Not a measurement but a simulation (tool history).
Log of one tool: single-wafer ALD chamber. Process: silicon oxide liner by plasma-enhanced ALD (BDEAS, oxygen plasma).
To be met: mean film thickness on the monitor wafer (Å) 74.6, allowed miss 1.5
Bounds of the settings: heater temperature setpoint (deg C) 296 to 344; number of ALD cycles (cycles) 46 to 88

run,day,heater temperature setpoint (deg C),number of ALD cycles (cycles),mean film thickness on the monitor wafer (Å)
1,0,320,67,61.559
2,0.183,316,67,61.871
3,0.229,315,71,66.143
4,0.521,314,73,67.972
5,0.746,313,75,70
6,0.871,313,70,65.296
7,1.146,312,72,67.973
8,1.408,309,73,68.398
9,1.45,309,75,70.436

4 next moves are on the table. One of them brings every result within its allowed miss. Which?
A,1.492,323,70,?
B,1.492,310,75,?
C,1.492,304,79,?
D,1.492,312,72,?

move,mean film thickness on the monitor wafer (Å)
A,64.318
B,70.168
C,74.52
D,67.176
A: further off than the last run
B: further off than the last run
C: meets every target
D: further off than the last run
Move C is the one to make.
